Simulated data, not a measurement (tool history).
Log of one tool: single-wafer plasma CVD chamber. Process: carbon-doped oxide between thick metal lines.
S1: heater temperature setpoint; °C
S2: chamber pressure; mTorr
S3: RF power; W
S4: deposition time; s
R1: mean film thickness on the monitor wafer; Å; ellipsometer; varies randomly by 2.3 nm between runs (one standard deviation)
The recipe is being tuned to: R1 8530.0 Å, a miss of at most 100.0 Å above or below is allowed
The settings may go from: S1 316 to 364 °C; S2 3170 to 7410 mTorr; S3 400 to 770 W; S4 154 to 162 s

run 1 day=0.000 | S1=340 S2=5290 S3=585 S4=162 | R1=9266.8
run 2 day=0.038 | S1=340 S2=5290 S3=640 S4=162 | R1=9689.6
run 3 day=0.088 | S1=343 S2=4910 S3=635 S4=162 | R1=9438.9
run 4 day=0.271 | S1=343 S2=4910 S3=635 S4=162 | R1=9390.1
run 5 day=0.592 | S1=352 S2=4910 S3=635 S4=162 | R1=9214.1
run 6 day=0.708 | S1=354 S2=4670 S3=630 S4=162 | R1=9015.9
-- day=0.996 thermocouple changed; heater temperature recalibrated
run 7 day=0.996 | S1=355 S2=4520 S3=630 S4=162 | R1=8888.7
run 8 day=1.058 | S1=356 S2=4440 S3=630 S4=162 | R1=8777.2
run 9 day=1.271 | S1=357 S2=4410 S3=630 S4=162 | R1=8802.9
run 10 day=1.321 | S1=358 S2=4350 S3=630 S4=162 | R1=8722.9
run 11 day=1.550 | S1=359 S2=4320 S3=630 S4=162 | R1=8716.2
run 12 day=1.842 | S1=360 S2=4280 S3=630 S4=162 | R1=8690.4

Of the 4 settings listed for the next run, only one would bring every result within its allowed miss of target. Which one?
run A day=2.133 | S1=360 S2=4550 S3=640 S4=156 | R1=?
run B day=2.133 | S1=361 S2=3890 S3=610 S4=162 | R1=?
run C day=2.133 | S1=358 S2=3460 S3=645 S4=159 | R1=?
run D day=2.133 | S1=363 S2=4310 S3=610 S4=160 | R1=?

move=A R1=8548.8
move=B R1=8363.7
move=C R1=8351.1
move=D R1=8395.0
A: meets every target
B: pushes the last run's worst result past its target
C: pushes the last run's worst result past its target
D: pushes the last run's worst result past its target
Move A is the one to make.
